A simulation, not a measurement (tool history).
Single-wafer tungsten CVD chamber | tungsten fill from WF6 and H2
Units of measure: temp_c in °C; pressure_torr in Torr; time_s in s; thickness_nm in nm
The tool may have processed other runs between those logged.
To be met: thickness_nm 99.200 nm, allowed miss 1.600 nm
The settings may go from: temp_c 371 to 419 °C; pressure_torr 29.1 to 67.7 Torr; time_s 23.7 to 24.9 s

run 1 hour=0.0 | temp_c=395 pressure_torr=48.4 time_s=24.9 | thickness_nm=84.178
run 2 hour=6.8 | temp_c=385 pressure_torr=48.4 time_s=24.9 | thickness_nm=70.525
run 3 hour=14.4 | temp_c=390 pressure_torr=48.4 time_s=24.9 | thickness_nm=78.165
run 4 hour=21.3 | temp_c=386 pressure_torr=48.4 time_s=24.9 | thickness_nm=71.955
run 5 hour=26.4 | temp_c=390 pressure_torr=48.5 time_s=24.9 | thickness_nm=77.585
run 6 hour=29.6 | temp_c=393 pressure_torr=48.6 time_s=24.9 | thickness_nm=81.430
run 7 hour=37.5 | temp_c=396 pressure_torr=48.7 time_s=24.9 | thickness_nm=86.869
run 8 hour=44.5 | temp_c=398 pressure_torr=48.8 time_s=24.9 | thickness_nm=89.019
run 9 hour=51.4 | temp_c=400 pressure_torr=48.9 time_s=24.9 | thickness_nm=91.592
run 10 hour=60.0 | temp_c=401 pressure_torr=48.9 time_s=24.9 | thickness_nm=94.198

5 next moves are on the table. One of them brings every result within its allowed miss. Which?
run A hour=68.6 | temp_c=405 pressure_torr=48.1 time_s=24.9 | thickness_nm=?
run B hour=68.6 | temp_c=401 pressure_torr=48.4 time_s=23.9 | thickness_nm=?
run C hour=68.6 | temp_c=398 pressure_torr=56.2 time_s=23.7 | thickness_nm=?
run D hour=68.6 | temp_c=396 pressure_torr=52.2 time_s=24.9 | thickness_nm=?
run E hour=68.6 | temp_c=403 pressure_torr=51.7 time_s=24.0 | thickness_nm=?

move=A thickness_nm=98.181
move=B thickness_nm=88.843
move=C thickness_nm=91.416
move=D thickness_nm=89.161
move=E thickness_nm=95.693
A: every result lands within tolerance
B: its largest miss is bigger than the last run's
C: its largest miss is bigger than the last run's
D: its largest miss is bigger than the last run's
E: gains on the last run, yet a result remains outside its allowed miss
Go with A: it meets all targets.
